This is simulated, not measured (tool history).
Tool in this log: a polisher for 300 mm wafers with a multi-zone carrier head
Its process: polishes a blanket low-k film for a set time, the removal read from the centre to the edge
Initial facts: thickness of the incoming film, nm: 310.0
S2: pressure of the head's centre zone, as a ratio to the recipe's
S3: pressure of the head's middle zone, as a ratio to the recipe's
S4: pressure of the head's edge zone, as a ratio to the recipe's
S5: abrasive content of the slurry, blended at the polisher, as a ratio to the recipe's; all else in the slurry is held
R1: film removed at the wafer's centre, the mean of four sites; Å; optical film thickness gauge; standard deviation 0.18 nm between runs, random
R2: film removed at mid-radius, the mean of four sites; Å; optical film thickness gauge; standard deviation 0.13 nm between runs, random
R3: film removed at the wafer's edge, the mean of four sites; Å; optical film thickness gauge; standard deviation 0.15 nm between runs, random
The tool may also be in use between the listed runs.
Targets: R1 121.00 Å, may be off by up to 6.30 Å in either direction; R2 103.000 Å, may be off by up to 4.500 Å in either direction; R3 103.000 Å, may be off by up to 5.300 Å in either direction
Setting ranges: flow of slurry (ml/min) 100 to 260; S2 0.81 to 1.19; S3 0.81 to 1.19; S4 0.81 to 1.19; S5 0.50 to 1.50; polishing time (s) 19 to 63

{"run": 1, "day": 0.0, "flow of slurry (ml/min)": 165, "S2": 1.0, "S3": 1.0, "S4": 1.0, "S5": 1.0, "polishing time (s)": 41, "R1": 121.07, "R2": 124.68, "R3": 122.7}
{"run": 2, "day": 0.362, "flow of slurry (ml/min)": 130, "S2": 1.0, "S3": 1.0, "S4": 1.0, "S5": 1.0, "polishing time (s)": 41, "R1": 117.17, "R2": 119.64, "R3": 121.8}
{"run": 3, "day": 0.388, "flow of slurry (ml/min)": 135, "S2": 1.03, "S3": 0.99, "S4": 0.98, "S5": 0.95, "polishing time (s)": 41, "R1": 119.46, "R2": 118.04, "R3": 117.16}
{"run": 4, "day": 0.483, "flow of slurry (ml/min)": 135, "S2": 1.05, "S3": 0.97, "S4": 0.96, "S5": 0.9, "polishing time (s)": 41, "R1": 118.26, "R2": 113.86, "R3": 114.78}
{"run": 5, "day": 0.683, "flow of slurry (ml/min)": 135, "S2": 1.05, "S3": 0.97, "S4": 0.96, "S5": 0.9, "polishing time (s)": 46, "R1": 133.19, "R2": 127.55, "R3": 126.75}
{"run": 6, "day": 0.775, "flow of slurry (ml/min)": 135, "S2": 1.05, "S3": 0.97, "S4": 0.96, "S5": 0.9, "polishing time (s)": 55, "R1": 157.72, "R2": 155.43, "R3": 154.77}
{"day": 0.983, "done": "worn pad replaced by a new one"}
{"run": 7, "day": 0.983, "flow of slurry (ml/min)": 140, "S2": 1.07, "S3": 0.95, "S4": 0.95, "S5": 0.8, "polishing time (s)": 53, "R1": 175.64, "R2": 161.89, "R3": 164.76}
{"run": 8, "day": 1.292, "flow of slurry (ml/min)": 135, "S2": 1.09, "S3": 0.93, "S4": 0.93, "S5": 0.95, "polishing time (s)": 51, "R1": 183.3, "R2": 159.72, "R3": 170.41}
{"run": 9, "day": 1.596, "flow of slurry (ml/min)": 135, "S2": 1.1, "S3": 0.94, "S4": 0.95, "S5": 0.85, "polishing time (s)": 48, "R1": 166.27, "R2": 143.09, "R3": 153.74}
{"run": 10, "day": 1.746, "flow of slurry (ml/min)": 150, "S2": 1.12, "S3": 0.98, "S4": 0.85, "S5": 0.6, "polishing time (s)": 38, "R1": 117.3, "R2": 108.49, "R3": 100.2}

Of the 4 settings listed for the next run, only one would bring every result within its allowed miss of target. Which one?
{"run": "A", "day": 1.896, "flow of slurry (ml/min)": 175, "S2": 1.08, "S3": 1.12, "S4": 0.84, "S5": 0.55, "polishing time (s)": 38, "R1": "?", "R2": "?", "R3": "?"}
{"run": "B", "day": 1.896, "flow of slurry (ml/min)": 170, "S2": 1.13, "S3": 0.99, "S4": 0.84, "S5": 0.6, "polishing time (s)": 35, "R1": "?", "R2": "?", "R3": "?"}
{"run": "C", "day": 1.896, "flow of slurry (ml/min)": 175, "S2": 1.14, "S3": 0.84, "S4": 0.93, "S5": 0.6, "polishing time (s)": 37, "R1": "?", "R2": "?", "R3": "?"}
{"run": "D", "day": 1.896, "flow of slurry (ml/min)": 150, "S2": 1.11, "S3": 0.91, "S4": 0.83, "S5": 0.5, "polishing time (s)": 40, "R1": "?", "R2": "?", "R3": "?"}

move=A R1=117.30 R2=119.160 R3=99.496
move=B R1=115.72 R2=102.250 R3=94.142
move=C R1=123.81 R2=96.005 R3=104.700
move=D R1=120.28 R2=101.860 R3=99.903
A: further off than the last run
B: brings the last run's worst result on target, with another outside its allowed miss
C: the result that was furthest off in the last run now lies on the other side of its target
D: every result lands within tolerance
So the answer is move D, the one that meets all the targets.
